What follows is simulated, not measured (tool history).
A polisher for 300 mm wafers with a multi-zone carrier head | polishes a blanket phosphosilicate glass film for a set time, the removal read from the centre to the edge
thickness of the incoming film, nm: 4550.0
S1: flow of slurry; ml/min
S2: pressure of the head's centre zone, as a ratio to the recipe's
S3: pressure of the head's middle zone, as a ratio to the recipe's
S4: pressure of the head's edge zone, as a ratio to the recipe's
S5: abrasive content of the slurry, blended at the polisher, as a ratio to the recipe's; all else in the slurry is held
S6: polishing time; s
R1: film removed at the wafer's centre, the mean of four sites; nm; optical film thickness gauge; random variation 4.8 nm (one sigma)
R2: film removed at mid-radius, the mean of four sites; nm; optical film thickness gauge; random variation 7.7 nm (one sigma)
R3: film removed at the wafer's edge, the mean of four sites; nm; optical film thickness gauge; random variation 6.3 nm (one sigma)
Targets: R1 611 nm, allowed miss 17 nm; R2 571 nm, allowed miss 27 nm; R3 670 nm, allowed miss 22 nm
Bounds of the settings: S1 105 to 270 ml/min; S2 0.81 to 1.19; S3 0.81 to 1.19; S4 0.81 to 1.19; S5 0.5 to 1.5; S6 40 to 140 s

| run | hour | S1 | S2 | S3 | S4 | S5 | S6 | R1 | R2 | R3 |
|---|---|---|---|---|---|---|---|---|---|---|
| 1 | 0 | 175 | 1 | 1 | 1 | 1 | 90 | 721.65 | 752.41 | 783.57 |
| 2 | 5.3 | 175 | 1 | 0.93 | 1 | 1 | 90 | 724.36 | 722.45 | 779.19 |
| 3 | 7.3 | 205 | 1 | 0.93 | 1 | 1 | 90 | 754.15 | 735.58 | 796.91 |
| 4 | 14.7 | 205 | 0.92 | 0.93 | 1 | 1 | 90 | 702.93 | 762.6 | 792.27 |
| 5 | 15.7 | 205 | 1 | 0.93 | 1 | 1 | 90 | 747.52 | 725.84 | 816.72 |
| 6 | 17.6 | 205 | 1 | 0.93 | 1 | 1.05 | 90 | 788.46 | 754.29 | 810.93 |
| 7 | 21.7 | 155 | 0.94 | 0.83 | 0.9 | 0.85 | 86 | 581.94 | 557.52 | 642.57 |
| 8 | 26.8 | 160 | 0.94 | 0.83 | 0.91 | 0.85 | 86 | 574.44 | 568.71 | 654.66 |

Which of these 5 next moves meets every target?
| A | 31.9 | 150 | 0.98 | 0.82 | 0.97 | 0.55 | 123 | ? | ? | ? |
| B | 31.9 | 195 | 0.92 | 0.91 | 1.02 | 0.7 | 90 | ? | ? | ? |
| C | 31.9 | 130 | 1.08 | 0.85 | 0.83 | 0.95 | 82 | ? | ? | ? |
| D | 31.9 | 125 | 0.82 | 0.86 | 0.95 | 0.8 | 98 | ? | ? | ? |
| E | 31.9 | 175 | 0.81 | 0.84 | 1.01 | 0.65 | 99 | ? | ? | ? |

| move | R1 | R2 | R3 |
|---|---|---|---|
| A | 605.7 | 569.83 | 681.71 |
| B | 548.08 | 573.36 | 643.98 |
| C | 621.28 | 550.21 | 624.78 |
| D | 516.49 | 589.24 | 693.5 |
| E | 496.26 | 556.64 | 657 |
A: meets every target
B: further off than the last run
C: brings the result that was furthest off to its target, and leaves another outside
D: further off than the last run
E: further off than the last run
Move A is the one to make.
